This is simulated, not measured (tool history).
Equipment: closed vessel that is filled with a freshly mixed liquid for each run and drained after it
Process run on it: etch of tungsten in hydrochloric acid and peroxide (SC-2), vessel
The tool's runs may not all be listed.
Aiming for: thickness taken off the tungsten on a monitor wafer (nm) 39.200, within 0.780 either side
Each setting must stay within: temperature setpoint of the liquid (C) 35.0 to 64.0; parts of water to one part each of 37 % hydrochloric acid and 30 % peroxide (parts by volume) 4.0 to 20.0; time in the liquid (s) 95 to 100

run,hour,temperature setpoint of the liquid (C),parts of water to one part each of 37 % hydrochloric acid and 30 % peroxide (parts by volume),time in the liquid (s),thickness taken off the tungsten on a monitor wafer (nm)
1,0.0,48.0,11.0,95,29.012
2,7.6,48.5,11.0,95,30.020
3,13.3,49.0,11.0,95,31.208
4,15.0,49.5,11.0,95,31.871
5,22.2,47.0,11.0,95,26.856
6,25.2,47.5,11.0,95,28.041
7,29.6,48.0,11.0,95,28.965
8,37.3,48.5,11.0,95,29.773
# hour 43.7: new drum of peroxide connected
9,43.7,48.5,11.0,95,31.801

4 candidate next runs follow, results not yet known. Just one meets every target within its allowed miss. Identify it.
A,50.1,49.0,9.5,100,?
B,50.1,54.5,15.5,100,?
C,50.1,51.5,11.0,100,?
D,50.1,55.0,16.0,100,?

move,thickness taken off the tungsten on a monitor wafer (nm)
A,38.903
B,36.746
C,40.647
D,36.901
A: meets every target
B: closes in on the targets versus the last run, not all within tolerance yet
C: takes the biggest miss from the last run beyond its target
D: closes in on the targets versus the last run, not all within tolerance yet
The move that meets every target is A.

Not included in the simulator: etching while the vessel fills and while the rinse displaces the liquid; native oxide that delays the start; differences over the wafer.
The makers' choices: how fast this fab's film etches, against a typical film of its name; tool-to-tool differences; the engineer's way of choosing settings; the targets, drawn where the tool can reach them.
